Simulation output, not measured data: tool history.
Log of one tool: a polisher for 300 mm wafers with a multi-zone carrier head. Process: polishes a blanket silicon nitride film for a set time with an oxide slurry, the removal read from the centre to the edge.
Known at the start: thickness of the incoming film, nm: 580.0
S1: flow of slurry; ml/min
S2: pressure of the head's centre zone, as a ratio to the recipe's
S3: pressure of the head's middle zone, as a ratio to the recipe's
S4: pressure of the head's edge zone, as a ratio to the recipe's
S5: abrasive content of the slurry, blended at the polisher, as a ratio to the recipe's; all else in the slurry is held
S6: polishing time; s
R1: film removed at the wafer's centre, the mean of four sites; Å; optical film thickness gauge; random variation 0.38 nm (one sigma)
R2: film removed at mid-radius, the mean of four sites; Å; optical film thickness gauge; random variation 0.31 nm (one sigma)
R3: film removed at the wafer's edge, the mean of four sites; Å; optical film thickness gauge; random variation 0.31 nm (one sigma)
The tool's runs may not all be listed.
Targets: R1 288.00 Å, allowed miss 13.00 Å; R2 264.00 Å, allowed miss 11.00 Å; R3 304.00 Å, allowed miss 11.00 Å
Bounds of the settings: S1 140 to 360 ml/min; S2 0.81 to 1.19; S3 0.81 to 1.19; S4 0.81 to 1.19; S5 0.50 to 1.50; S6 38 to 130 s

Run 1, hour 0.0: S1 230 ml/min, S2 1.00, S3 1.00, S4 1.00, S5 1.00, S6 84 s. Result: R1 380.35 Å, R2 380.23 Å, R3 382.21 Å.
Run 2, hour 6.6: S1 225 ml/min, S2 0.98, S3 0.95, S4 0.99, S5 0.90, S6 83 s. Result: R1 349.58 Å, R2 345.10 Å, R3 369.82 Å.
Run 3, hour 11.0: S1 225 ml/min, S2 0.98, S3 0.95, S4 1.06, S5 0.90, S6 83 s. Result: R1 354.17 Å, R2 351.52 Å, R3 385.18 Å.
Run 4, hour 12.5: S1 225 ml/min, S2 0.98, S3 0.87, S4 1.06, S5 0.90, S6 83 s. Result: R1 348.77 Å, R2 330.00 Å, R3 376.77 Å.
Run 5, hour 19.9: S1 220 ml/min, S2 0.98, S3 0.86, S4 1.02, S5 0.80, S6 83 s. Result: R1 341.70 Å, R2 314.05 Å, R3 359.10 Å.
Run 6, hour 26.0: S1 220 ml/min, S2 0.97, S3 0.85, S4 1.00, S5 0.70, S6 82 s. Result: R1 320.23 Å, R2 289.51 Å, R3 330.95 Å.
Run 7, hour 34.9: S1 215 ml/min, S2 0.95, S3 0.84, S4 0.99, S5 0.65, S6 82 s. Result: R1 302.36 Å, R2 278.76 Å, R3 324.26 Å.
Run 8, hour 40.2: S1 210 ml/min, S2 0.95, S3 0.84, S4 0.97, S5 0.65, S6 82 s. Result: R1 299.69 Å, R2 279.74 Å, R3 317.55 Å.

4 next moves are on the table. One of them brings every result within its allowed miss. Which?
Run A, hour 45.5: S1 195 ml/min, S2 1.10, S3 0.95, S4 0.81, S5 0.70, S6 75 s. Result: R1 ?, R2 ?, R3 ?.
Run B, hour 45.5: S1 270 ml/min, S2 1.00, S3 0.87, S4 0.92, S5 0.70, S6 78 s. Result: R1 ?, R2 ?, R3 ?.
Run C, hour 45.5: S1 140 ml/min, S2 1.01, S3 0.89, S4 1.02, S5 0.65, S6 79 s. Result: R1 ?, R2 ?, R3 ?.
Run D, hour 45.5: S1 165 ml/min, S2 0.92, S3 0.81, S4 1.02, S5 0.80, S6 81 s. Result: R1 ?, R2 ?, R3 ?.

move      R1      R2      R3
   A  323.78  289.95  281.49
   B  317.60  290.13  313.38
   C  290.94  270.52  303.17
   D  298.48  281.72  339.31
A: further off than the last run
B: further off than the last run
C: meets every target
D: further off than the last run
Answer: C
